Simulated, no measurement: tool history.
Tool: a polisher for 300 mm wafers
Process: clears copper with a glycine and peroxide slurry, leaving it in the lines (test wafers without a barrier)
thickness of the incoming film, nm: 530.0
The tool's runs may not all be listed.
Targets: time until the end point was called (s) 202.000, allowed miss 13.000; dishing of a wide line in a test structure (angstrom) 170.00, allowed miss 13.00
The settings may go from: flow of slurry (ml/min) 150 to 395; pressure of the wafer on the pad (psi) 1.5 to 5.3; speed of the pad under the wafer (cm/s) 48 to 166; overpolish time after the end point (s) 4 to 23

run    day  flow of slurry (ml/min)  pressure of the wafer on the pad (psi)  speed of the pad under the wafer (cm/s)  overpolish time after the end point (s)  time until the end point was called (s)  dishing of a wide line in a test structure (angstrom)
  1  0.000                      250                                     3.4                                      106                                       12                                   91.282                                                 208.59
  2  0.246                      200                                     3.4                                      106                                       12                                   90.242                                                 194.40
  3  0.283                      200                                     2.9                                      106                                       12                                  108.380                                                 189.96
  4  0.621                      200                                     2.5                                      100                                       12                                  121.830                                                 182.82
  5  0.812                      200                                     2.2                                       90                                       13                                  152.050                                                 184.83
  6  0.921                      200                                     2.2                                       90                                       17                                  151.320                                                 204.01
  7  1.246                      195                                     2.0                                       88                                       16                                  164.120                                                 200.01
  8  1.475                      190                                     1.9                                       86                                       15                                  172.460                                                 191.15
  9  1.567                      185                                     1.8                                       84                                       14                                  178.390                                                 175.78

Which of these 4 next moves meets every target?
  A  1.658                      160                                     1.7                                       80                                       11                                        ?                                                      ?
  B  1.658                      220                                     1.7                                       94                                       20                                        ?                                                      ?
  C  1.658                      245                                     1.8                                       72                                       14                                        ?                                                      ?
  D  1.658                      200                                     1.6                                      102                                       13                                        ?                                                      ?

move  time until the end point was called (s)  dishing of a wide line in a test structure (angstrom)
   A                                  193.390                                                 143.77
   B                                  168.210                                                 200.77
   C                                  193.570                                                 166.22
   D                                  166.830                                                 168.05
A: brings the result that was furthest off to its target, and leaves another outside
B: further off than the last run
C: meets every target
D: further off than the last run
Move C is the one to make.

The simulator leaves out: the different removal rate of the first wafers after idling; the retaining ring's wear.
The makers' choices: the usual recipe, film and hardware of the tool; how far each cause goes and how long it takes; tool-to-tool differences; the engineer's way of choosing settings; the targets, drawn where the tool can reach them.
